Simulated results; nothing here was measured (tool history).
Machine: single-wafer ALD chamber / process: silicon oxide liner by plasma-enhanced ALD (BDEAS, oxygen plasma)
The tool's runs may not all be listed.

| run | hour | heater temperature setpoint (deg C) | number of ALD cycles (cycles) | mean film thickness on the monitor wafer (angstrom) |
|---|---|---|---|---|
| 1 | 0.0 | 315 | 27 | 25.878 |
| 2 | 5.3 | 315 | 30 | 28.917 |
| 3 | 8.0 | 315 | 27 | 25.742 |
| 4 | 9.4 | 315 | 30 | 28.790 |
| 5 | 15.5 | 315 | 29 | 27.941 |
| 6 | 19.8 | 324 | 29 | 27.558 |

The next listed run, before its measurement:
| 7 | 22.2 | 324 | 28 | ? |

Run 7 yielded mean film thickness on the monitor wafer (angstrom) 26.603.

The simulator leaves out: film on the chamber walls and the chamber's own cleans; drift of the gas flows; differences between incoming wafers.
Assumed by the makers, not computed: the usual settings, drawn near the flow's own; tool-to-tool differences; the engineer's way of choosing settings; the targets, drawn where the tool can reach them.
